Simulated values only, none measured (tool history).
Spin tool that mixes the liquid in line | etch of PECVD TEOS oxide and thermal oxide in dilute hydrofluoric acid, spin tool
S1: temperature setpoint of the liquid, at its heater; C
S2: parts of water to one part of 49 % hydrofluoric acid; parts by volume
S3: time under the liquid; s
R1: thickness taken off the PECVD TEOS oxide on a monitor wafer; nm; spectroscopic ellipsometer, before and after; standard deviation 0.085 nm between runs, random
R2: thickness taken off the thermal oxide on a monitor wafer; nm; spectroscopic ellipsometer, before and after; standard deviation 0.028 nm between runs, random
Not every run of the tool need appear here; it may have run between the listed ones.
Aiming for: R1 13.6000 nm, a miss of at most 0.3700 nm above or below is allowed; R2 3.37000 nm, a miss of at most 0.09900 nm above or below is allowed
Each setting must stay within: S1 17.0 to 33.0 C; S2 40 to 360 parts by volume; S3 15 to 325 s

Run 1, day 0.000: S1 25.0 C, S2 200 parts by volume, S3 165 s. Result: R1 15.5730 nm, R2 3.85600 nm.
Run 2, day 0.183: S1 25.0 C, S2 200 parts by volume, S3 95 s. Result: R1 8.9218 nm, R2 2.20140 nm.
Run 3, day 0.421: S1 25.0 C, S2 200 parts by volume, S3 30 s. Result: R1 2.8335 nm, R2 0.69967 nm.
Run 4, day 0.525: S1 26.0 C, S2 175 parts by volume, S3 35 s. Result: R1 3.9931 nm, R2 0.99757 nm.
Run 5, day 0.642: S1 28.0 C, S2 175 parts by volume, S3 35 s. Result: R1 4.2881 nm, R2 1.06380 nm.
Run 6, day 1.000: S1 26.5 C, S2 175 parts by volume, S3 35 s. Result: R1 4.0733 nm, R2 1.00120 nm.
Run 7, day 1.333: S1 27.5 C, S2 155 parts by volume, S3 40 s. Result: R1 5.6081 nm, R2 1.40650 nm.
Run 8, day 1.492: S1 28.5 C, S2 140 parts by volume, S3 40 s. Result: R1 6.4756 nm, R2 1.62700 nm.
Run 9, day 1.742: S1 29.0 C, S2 130 parts by volume, S3 40 s. Result: R1 7.2109 nm, R2 1.80940 nm.

Consider the 5 candidate settings below. Which is the only one whose results all fall within their allowed miss of target?
Run A, day 1.992: S1 25.0 C, S2 360 parts by volume, S3 325 s. Result: R1 ?, R2 ?.
Run B, day 1.992: S1 29.0 C, S2 265 parts by volume, S3 190 s. Result: R1 ?, R2 ?.
Run C, day 1.992: S1 29.0 C, S2 180 parts by volume, S3 110 s. Result: R1 ?, R2 ?.
Run D, day 1.992: S1 28.5 C, S2 115 parts by volume, S3 70 s. Result: R1 ?, R2 ?.
Run E, day 1.992: S1 31.5 C, S2 135 parts by volume, S3 75 s. Result: R1 ?, R2 ?.

move       R1       R2
   A  14.4620  3.56430
   B  14.4590  3.56360
   C  13.6130  3.35530
   D  14.4690  3.56620
   E  14.3480  3.53630
A: moves the result that the last run missed by most past its target, out the other side
B: moves the result that the last run missed by most past its target, out the other side
C: in spec on every target
D: moves the result that the last run missed by most past its target, out the other side
E: moves the result that the last run missed by most past its target, out the other side
Move C is the one to make.
